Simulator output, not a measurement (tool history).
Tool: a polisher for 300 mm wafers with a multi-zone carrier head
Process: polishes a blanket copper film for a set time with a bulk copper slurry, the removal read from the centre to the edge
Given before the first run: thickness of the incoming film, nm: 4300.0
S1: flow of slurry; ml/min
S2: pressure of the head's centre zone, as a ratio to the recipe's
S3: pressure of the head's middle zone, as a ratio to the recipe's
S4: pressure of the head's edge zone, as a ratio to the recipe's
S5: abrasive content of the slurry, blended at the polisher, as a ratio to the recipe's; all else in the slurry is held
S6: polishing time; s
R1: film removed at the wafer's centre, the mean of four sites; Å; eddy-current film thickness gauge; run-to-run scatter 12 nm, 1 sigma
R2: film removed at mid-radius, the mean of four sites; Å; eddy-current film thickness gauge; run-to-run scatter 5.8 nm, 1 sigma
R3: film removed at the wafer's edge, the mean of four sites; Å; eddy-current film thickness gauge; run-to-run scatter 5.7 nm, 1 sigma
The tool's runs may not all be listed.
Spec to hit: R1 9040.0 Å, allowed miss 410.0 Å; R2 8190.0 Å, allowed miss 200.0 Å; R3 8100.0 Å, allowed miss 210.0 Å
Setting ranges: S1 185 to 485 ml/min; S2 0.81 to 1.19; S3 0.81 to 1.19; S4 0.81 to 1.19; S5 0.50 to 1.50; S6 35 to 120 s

run	hour	S1	S2	S3	S4	S5	S6	R1	R2	R3
1	0.0	310	1.00	1.00	1.00	1.00	77	6984.2	7118.2	7056.2
2	4.7	320	1.03	1.01	1.02	1.05	77	7246.4	7242.4	7338.6
3	9.2	285	1.03	1.01	1.02	1.05	77	7141.7	7247.2	7273.2
4	10.4	285	0.96	1.01	1.02	1.05	77	6808.4	7276.1	7234.9
5	16.8	285	0.96	0.97	1.02	1.05	77	6642.7	6994.2	7314.1
6	22.5	295	1.00	0.99	1.03	1.10	77	7115.6	7184.4	7364.9
7	30.2	300	1.03	1.01	1.04	1.15	77	7469.4	7347.2	7503.6
8	36.6	305	1.05	1.02	1.05	1.20	77	7637.8	7559.9	7665.4
9	41.0	310	1.07	1.03	1.06	1.20	77	7721.6	7653.0	7656.2
10	42.7	310	1.07	1.03	1.06	1.20	77	7749.4	7519.2	7642.2
11	44.7	315	1.09	1.04	1.07	1.25	77	7889.2	7734.0	7799.0
12	48.5	320	1.11	1.04	1.07	1.30	77	8424.2	7701.8	7959.0
13	56.5	325	1.12	1.05	1.07	1.30	77	8299.6	7808.9	7844.0
14	62.7	325	1.13	1.06	1.07	1.30	77	8430.9	7936.6	7828.2
15	70.9	330	1.14	1.06	1.07	1.30	77	8591.6	7888.3	7721.5
16	71.4	330	1.14	1.06	1.08	1.30	77	8650.9	8000.8	7909.6
17	74.5	330	1.14	1.06	1.08	1.30	77	8379.1	7954.9	7953.3
18	78.8	335	1.15	1.06	1.08	1.30	77	8585.6	7948.5	7888.7
19	80.6	340	1.16	1.06	1.08	1.30	77	8464.5	8066.3	7889.8

Exactly one of the 5 candidate moves below puts every result within its allowed miss. Which one?
A	82.4	275	1.15	1.03	1.04	1.25	78	?	?	?
B	82.4	395	1.13	1.09	1.09	1.25	75	?	?	?
C	82.4	340	1.17	1.01	0.99	1.50	76	?	?	?
D	82.4	395	1.19	1.09	1.14	1.25	77	?	?	?
E	82.4	350	1.18	1.10	1.06	1.25	76	?	?	?

move	R1	R2	R3
A	8466.9	7669.9	7771.8
B	8204.9	7917.3	7777.3
C	8878.6	7764.2	7786.6
D	8874.0	8125.2	8169.2
E	8616.4	8025.8	7727.7
A: further off than the last run
B: further off than the last run
C: brings the result that was furthest off to its target, and leaves another outside
D: meets every target
E: further off than the last run
Move D is the one to make.

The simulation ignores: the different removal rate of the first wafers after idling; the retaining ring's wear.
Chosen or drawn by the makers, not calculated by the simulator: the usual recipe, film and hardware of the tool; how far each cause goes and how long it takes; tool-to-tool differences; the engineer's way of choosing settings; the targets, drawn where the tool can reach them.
